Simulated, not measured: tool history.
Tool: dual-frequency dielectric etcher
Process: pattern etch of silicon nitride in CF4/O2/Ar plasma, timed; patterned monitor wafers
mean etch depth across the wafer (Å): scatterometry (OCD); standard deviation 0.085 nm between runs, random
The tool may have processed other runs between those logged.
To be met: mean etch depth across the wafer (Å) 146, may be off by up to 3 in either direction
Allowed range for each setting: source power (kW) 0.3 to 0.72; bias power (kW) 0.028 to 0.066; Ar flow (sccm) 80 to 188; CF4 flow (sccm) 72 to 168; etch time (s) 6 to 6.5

| run | hour | source power (kW) | bias power (kW) | Ar flow (sccm) | CF4 flow (sccm) | etch time (s) | mean etch depth across the wafer (Å) |
|---|---|---|---|---|---|---|---|
| 1 | 0 | 0.51 | 0.047 | 134 | 120 | 6.5 | 105.85 |
| 2 | 2.8 | 0.51 | 0.047 | 134 | 120 | 6 | 99.41 |
| 3 | 11.2 | 0.56 | 0.048 | 133 | 120 | 6 | 110.51 |
| 4 | 18.9 | 0.56 | 0.048 | 154 | 120 | 6 | 109.06 |
| 5 | 25.2 | 0.6 | 0.048 | 154 | 120 | 6 | 116.34 |
| 6 | 31.6 | 0.6 | 0.045 | 154 | 120 | 6 | 114.64 |
| 7 | 33 | 0.63 | 0.046 | 153 | 121 | 6 | 121.69 |
| 8 | 41.4 | 0.65 | 0.047 | 152 | 121 | 6 | 125.47 |
| 9 | 42.7 | 0.67 | 0.048 | 151 | 122 | 6 | 131.83 |
| 10 | 47.3 | 0.68 | 0.049 | 151 | 122 | 6 | 133.17 |
| 11 | 49.8 | 0.69 | 0.05 | 150 | 123 | 6 | 136.4 |

Consider the 4 candidate settings below. Which is the only one whose results all fall within their allowed miss of target?
| A | 52.3 | 0.69 | 0.052 | 151 | 114 | 6 | ? |
| B | 52.3 | 0.71 | 0.048 | 174 | 125 | 6 | ? |
| C | 52.3 | 0.7 | 0.05 | 162 | 114 | 6 | ? |
| D | 52.3 | 0.72 | 0.054 | 157 | 123 | 6 | ? |

| move | mean etch depth across the wafer (Å) |
|---|---|
| A | 136.18 |
| B | 136.68 |
| C | 135.5 |
| D | 144.97 |
A: about the same distance from the targets as the last run
B: about the same distance from the targets as the last run
C: misses by more than the last run did
D: in spec on every target
Move D is the one to make.
